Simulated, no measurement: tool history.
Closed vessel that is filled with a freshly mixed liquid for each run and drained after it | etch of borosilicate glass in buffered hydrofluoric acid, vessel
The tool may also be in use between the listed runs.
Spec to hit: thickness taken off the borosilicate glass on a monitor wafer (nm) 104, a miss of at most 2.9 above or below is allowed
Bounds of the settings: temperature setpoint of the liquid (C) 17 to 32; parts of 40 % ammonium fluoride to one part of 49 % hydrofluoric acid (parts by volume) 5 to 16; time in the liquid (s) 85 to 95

| run | hour | temperature setpoint of the liquid (C) | parts of 40 % ammonium fluoride to one part of 49 % hydrofluoric acid (parts by volume) | time in the liquid (s) | thickness taken off the borosilicate glass on a monitor wafer (nm) |
|---|---|---|---|---|---|
| 1 | 0 | 24 | 9.5 | 85 | 116.73 |
| 2 | 3.6 | 26 | 9.5 | 85 | 130.69 |
| 3 | 7.9 | 29.5 | 9.5 | 85 | 155.33 |
| 4 | 10.8 | 31 | 9.5 | 85 | 170.57 |
| 5 | 18.3 | 29 | 9.5 | 85 | 150.92 |
| 6 | 26.5 | 29 | 11 | 85 | 135.88 |
| 7 | 27.9 | 28 | 11 | 85 | 126.74 |
| 8 | 33.6 | 27.5 | 11 | 85 | 123.2 |
| 9 | 39.1 | 27 | 11 | 85 | 121.18 |

Of the 5 settings listed for the next run, only one would bring every result within its allowed miss of target. Which one?
| A | 44.6 | 29.5 | 12 | 90 | ? |
| B | 44.6 | 29 | 10.5 | 95 | ? |
| C | 44.6 | 26.5 | 11 | 85 | ? |
| D | 44.6 | 28.5 | 11 | 90 | ? |
| E | 44.6 | 24 | 11.5 | 90 | ? |

| move | thickness taken off the borosilicate glass on a monitor wafer (nm) |
|---|---|
| A | 135.02 |
| B | 158.37 |
| C | 118.76 |
| D | 139.65 |
| E | 105.38 |
A: misses by more than the last run did
B: misses by more than the last run did
C: gains on the last run, yet a result remains outside its allowed miss
D: misses by more than the last run did
E: hits every target within its allowed miss
The right move is E.
